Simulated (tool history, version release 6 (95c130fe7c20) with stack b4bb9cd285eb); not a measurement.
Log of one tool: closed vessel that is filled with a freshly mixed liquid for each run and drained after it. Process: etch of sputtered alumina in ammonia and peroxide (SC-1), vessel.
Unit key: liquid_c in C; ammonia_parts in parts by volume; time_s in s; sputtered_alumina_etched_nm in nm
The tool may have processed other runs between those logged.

run,day,liquid_c,ammonia_parts,time_s,sputtered_alumina_etched_nm
1,0.000,54.0,0.7,405,28.395
2,0.375,54.0,0.7,435,30.449
3,0.442,53.0,0.7,435,28.689
4,0.754,58.0,0.7,435,37.597
5,1.112,56.5,0.7,435,34.966
6,1.167,56.5,0.5,435,33.924

Run 7 comes next. What will it give?
7,1.212,55.5,0.5,435,?

Run 7 yielded sputtered_alumina_etched_nm 31.885 nm.
